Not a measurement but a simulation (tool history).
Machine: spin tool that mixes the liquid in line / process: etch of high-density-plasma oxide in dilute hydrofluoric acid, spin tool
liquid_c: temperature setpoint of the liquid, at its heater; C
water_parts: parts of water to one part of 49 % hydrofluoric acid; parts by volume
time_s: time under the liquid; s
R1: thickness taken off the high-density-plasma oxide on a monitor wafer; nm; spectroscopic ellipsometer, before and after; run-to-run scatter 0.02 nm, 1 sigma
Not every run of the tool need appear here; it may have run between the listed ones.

run 1 hour=0.0 | liquid_c=23.0 water_parts=240 time_s=85 | R1=2.0667
run 2 hour=3.9 | liquid_c=24.0 water_parts=235 time_s=85 | R1=2.1749
run 3 hour=9.6 | liquid_c=24.0 water_parts=235 time_s=65 | R1=1.6778
run 4 hour=15.9 | liquid_c=24.0 water_parts=315 time_s=65 | R1=1.1675
run 5 hour=17.8 | liquid_c=24.0 water_parts=315 time_s=65 | R1=1.1487
run 6 hour=25.6 | liquid_c=22.5 water_parts=315 time_s=65 | R1=1.0913
run 7 hour=29.8 | liquid_c=24.0 water_parts=290 time_s=65 | R1=1.2947
run 8 hour=31.0 | liquid_c=25.0 water_parts=265 time_s=65 | R1=1.4908
run 9 hour=33.3 | liquid_c=25.0 water_parts=240 time_s=65 | R1=1.6888

What will run 10 give?
run 10 hour=41.2 | liquid_c=25.0 water_parts=220 time_s=65 | R1=?

Run 10 measured R1 1.8853 nm.

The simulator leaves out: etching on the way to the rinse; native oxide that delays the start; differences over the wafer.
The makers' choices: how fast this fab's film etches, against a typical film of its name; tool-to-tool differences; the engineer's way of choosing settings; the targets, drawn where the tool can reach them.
